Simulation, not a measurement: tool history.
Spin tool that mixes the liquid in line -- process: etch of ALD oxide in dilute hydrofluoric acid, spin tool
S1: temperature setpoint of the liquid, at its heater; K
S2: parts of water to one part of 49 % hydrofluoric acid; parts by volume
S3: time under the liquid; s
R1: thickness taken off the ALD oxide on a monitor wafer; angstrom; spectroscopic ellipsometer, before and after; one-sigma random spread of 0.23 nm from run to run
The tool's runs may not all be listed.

run    day      S1   S2   S3      R1
  1      0  294.15  165  310  556.86
  2  0.062  294.15  120  310  798.56
  3  0.179  293.65  135  310  685.77
  4  0.408  293.65   90  310  1066.2
  5  0.771  293.15  110  310  844.33
  6  1.125  292.65  125  310  708.33
  7  1.317  292.15  135  310  642.32
  8  1.625  291.65  145  310  579.64
  9  1.746  291.65  145  310  583.58
 10  1.783  290.15  210  310  355.09

The next listed run, before its measurement:
 11  2.062  290.65  210  310   ?

R1: 361.67 angstrom
